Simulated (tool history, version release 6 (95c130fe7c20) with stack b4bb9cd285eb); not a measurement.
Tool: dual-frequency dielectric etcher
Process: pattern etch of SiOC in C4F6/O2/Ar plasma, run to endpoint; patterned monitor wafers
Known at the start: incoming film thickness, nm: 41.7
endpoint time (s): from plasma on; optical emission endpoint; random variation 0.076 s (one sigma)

run 1 hour=0 | bias_power_(W)=474 source_power_(W)=410 | endpoint_time_(s)=16.248
run 2 hour=5.4 | bias_power_(W)=474 source_power_(W)=470 | endpoint_time_(s)=15.358
run 3 hour=8.7 | bias_power_(W)=421 source_power_(W)=430 | endpoint_time_(s)=17.108
run 4 hour=9.8 | bias_power_(W)=461 source_power_(W)=430 | endpoint_time_(s)=16.122
run 5 hour=12.6 | bias_power_(W)=415 source_power_(W)=420 | endpoint_time_(s)=17.466
run 6 hour=18.5 | bias_power_(W)=389 source_power_(W)=420 | endpoint_time_(s)=18.017
run 7 hour=20.1 | bias_power_(W)=369 source_power_(W)=420 | endpoint_time_(s)=18.753

Run 8 comes next. What will it give?
run 8 hour=25.1 | bias_power_(W)=369 source_power_(W)=420 | endpoint_time_(s)=?

endpoint time (s): 18.725

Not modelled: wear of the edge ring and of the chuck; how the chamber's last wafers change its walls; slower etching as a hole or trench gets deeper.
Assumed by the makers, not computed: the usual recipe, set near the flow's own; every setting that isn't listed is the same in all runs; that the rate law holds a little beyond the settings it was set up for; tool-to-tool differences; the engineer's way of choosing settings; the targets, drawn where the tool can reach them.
